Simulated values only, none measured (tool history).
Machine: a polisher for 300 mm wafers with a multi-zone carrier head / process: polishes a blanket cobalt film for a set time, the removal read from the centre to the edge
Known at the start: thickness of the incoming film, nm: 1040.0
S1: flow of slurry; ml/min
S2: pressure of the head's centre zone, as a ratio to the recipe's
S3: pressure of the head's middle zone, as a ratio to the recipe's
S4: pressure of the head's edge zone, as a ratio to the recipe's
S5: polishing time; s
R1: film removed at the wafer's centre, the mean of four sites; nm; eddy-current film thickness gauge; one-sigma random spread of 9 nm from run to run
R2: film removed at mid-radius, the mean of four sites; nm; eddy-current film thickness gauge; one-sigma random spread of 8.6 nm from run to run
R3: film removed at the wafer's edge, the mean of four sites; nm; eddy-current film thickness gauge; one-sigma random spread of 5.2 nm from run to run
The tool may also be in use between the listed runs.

run 1 day=0.000 | S1=235 S2=1.00 S3=1.00 S4=1.00 S5=69 | R1=406.51 R2=428.38 R3=407.05
run 2 day=0.267 | S1=245 S2=1.04 S3=1.03 S4=1.02 S5=73 | R1=452.12 R2=458.49 R3=444.24
run 3 day=0.608 | S1=245 S2=1.04 S3=1.03 S4=1.02 S5=84 | R1=525.90 R2=523.75 R3=507.40
run 4 day=0.650 | S1=250 S2=1.06 S3=1.06 S4=1.02 S5=85 | R1=538.49 R2=540.06 R3=523.45
run 5 day=0.683 | S1=250 S2=1.06 S3=1.06 S4=0.98 S5=85 | R1=546.26 R2=547.55 R3=509.43
run 6 day=0.888 | S1=255 S2=1.08 S3=1.08 S4=0.98 S5=86 | R1=564.74 R2=559.16 R3=509.03

What does the tool deliver on the next run?
run 7 day=1.254 | S1=260 S2=1.09 S3=1.10 S4=0.99 S5=87 | R1=? R2=? R3=?

{"run 7": {"R1": 551.99, "R2": 595.11, "R3": 526.69}}
